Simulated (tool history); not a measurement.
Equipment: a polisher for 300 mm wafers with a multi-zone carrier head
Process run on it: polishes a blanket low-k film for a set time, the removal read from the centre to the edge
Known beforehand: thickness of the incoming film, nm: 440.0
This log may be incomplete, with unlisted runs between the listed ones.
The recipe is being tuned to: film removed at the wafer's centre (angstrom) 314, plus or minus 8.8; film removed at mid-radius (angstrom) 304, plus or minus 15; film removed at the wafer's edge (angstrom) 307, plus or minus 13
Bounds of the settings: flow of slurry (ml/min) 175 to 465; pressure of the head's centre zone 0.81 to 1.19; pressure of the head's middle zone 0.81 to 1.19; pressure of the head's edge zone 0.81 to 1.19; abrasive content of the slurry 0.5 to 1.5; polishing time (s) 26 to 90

run,hour,flow of slurry (ml/min),pressure of the head's centre zone,pressure of the head's middle zone,pressure of the head's edge zone,abrasive content of the slurry,polishing time (s),film removed at the wafer's centre (angstrom),film removed at mid-radius (angstrom),film removed at the wafer's edge (angstrom)
1,0,295,1,1,1,1,58,245.94,243.59,244.27
2,4.2,300,1.02,1.02,1.04,1.1,58,261.32,250.78,255.1
3,12,300,1.02,1.02,1.09,1.1,58,263.24,250.67,260.71
4,13.7,300,1.02,1.02,1.09,1.25,58,269.48,263.18,273.84
5,22.3,305,1.04,1.04,1.1,1.3,58,285.19,273.59,283.03
6,29.6,315,1.05,1.06,1.11,1.35,58,292.18,286.2,281.78
7,32.7,315,1.05,1.06,1.12,1.4,58,293.61,291.38,284.96
8,34.2,315,1.05,1.05,1.13,1.45,58,303.1,287.91,285.85
9,36.6,305,1.04,1.05,1.14,1.45,59,302.44,290.18,297.05
10,43.7,305,1.04,1.06,1.15,1.45,59,301.85,293.03,301.26
11,47.8,310,1.05,1.06,1.15,1.45,59,301.59,296.21,306.89

5 next moves are on the table. One of them brings every result within its allowed miss. Which?
A,51.9,335,1,1.19,1.05,1.35,65,?,?,?
B,51.9,335,1,1.15,1.19,1.45,67,?,?,?
C,51.9,275,1.06,1.08,1.13,1.25,65,?,?,?
D,51.9,280,1.03,1.1,1.13,1.5,67,?,?,?
E,51.9,310,1.03,1.14,1.17,1.4,67,?,?,?

move,film removed at the wafer's centre (angstrom),film removed at mid-radius (angstrom),film removed at the wafer's edge (angstrom)
A,311.19,347.43,314.27
B,329.14,358.69,351.53
C,314.09,309.56,311.27
D,337.06,346.29,343.53
E,332.37,349.65,342.74
A: the furthest-off result lands on target, but another misses its tolerance
B: takes the biggest miss from the last run beyond its target
C: all results in spec
D: takes the biggest miss from the last run beyond its target
E: takes the biggest miss from the last run beyond its target
Correct choice: C, which meets every target

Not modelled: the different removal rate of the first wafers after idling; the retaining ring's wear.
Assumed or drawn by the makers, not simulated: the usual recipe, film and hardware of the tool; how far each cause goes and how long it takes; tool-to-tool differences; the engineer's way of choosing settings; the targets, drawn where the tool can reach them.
